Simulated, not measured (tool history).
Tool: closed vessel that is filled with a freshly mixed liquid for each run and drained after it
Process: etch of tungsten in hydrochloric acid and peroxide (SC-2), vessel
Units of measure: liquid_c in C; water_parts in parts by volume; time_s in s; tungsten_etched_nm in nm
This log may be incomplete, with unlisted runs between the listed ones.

run	hour	liquid_c	water_parts	time_s	tungsten_etched_nm
1	0	50	9	100	12.331
2	1.3	50	9	105	12.915
3	3.9	50	9	100	12.424
4	7.9	52	9	100	14.149
5	13.7	52	9	105	14.821
6	16.1	53	9	105	15.752
7	24.2	54	9	105	16.79

Estimate the outcome of run 8 from the log above:
8	27.2	54.5	9	105	?

Run 8 produced tungsten_etched_nm 17.601 nm.
